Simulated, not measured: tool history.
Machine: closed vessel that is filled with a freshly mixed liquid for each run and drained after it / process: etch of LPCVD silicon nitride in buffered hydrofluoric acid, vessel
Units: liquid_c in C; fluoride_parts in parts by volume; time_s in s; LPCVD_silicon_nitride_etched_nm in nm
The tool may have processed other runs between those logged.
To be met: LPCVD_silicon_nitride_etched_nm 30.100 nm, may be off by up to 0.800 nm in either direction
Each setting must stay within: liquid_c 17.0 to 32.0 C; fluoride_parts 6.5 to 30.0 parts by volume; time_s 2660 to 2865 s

run	hour	liquid_c	fluoride_parts	time_s	LPCVD_silicon_nitride_etched_nm
1	0.0	24.0	19.5	2660	20.997
2	8.5	26.0	19.5	2660	23.828
3	9.6	23.0	19.5	2660	19.936
4	18.2	23.0	16.0	2660	24.097
5	26.2	24.0	16.0	2660	25.649
6	35.0	24.0	16.0	2660	25.212
7	41.8	25.0	16.0	2660	27.087
8	46.4	25.5	16.0	2660	27.962

Below are 5 possible settings for the next run. Only one of them brings all results inside the allowed miss of their targets. Which is it?
A	51.0	18.0	9.5	2665	?
B	51.0	29.0	20.0	2660	?
C	51.0	26.5	20.5	2855	?
D	51.0	25.0	15.5	2740	?
E	51.0	24.5	16.5	2800	?

move	LPCVD_silicon_nitride_etched_nm
A	30.101
B	26.944
C	24.875
D	28.774
E	26.909
A: all results in spec
B: lands further from the targets than the last run did
C: lands further from the targets than the last run did
D: nearer than the last run, and not there yet
E: lands further from the targets than the last run did
A is the move that brings every result within its allowed miss.

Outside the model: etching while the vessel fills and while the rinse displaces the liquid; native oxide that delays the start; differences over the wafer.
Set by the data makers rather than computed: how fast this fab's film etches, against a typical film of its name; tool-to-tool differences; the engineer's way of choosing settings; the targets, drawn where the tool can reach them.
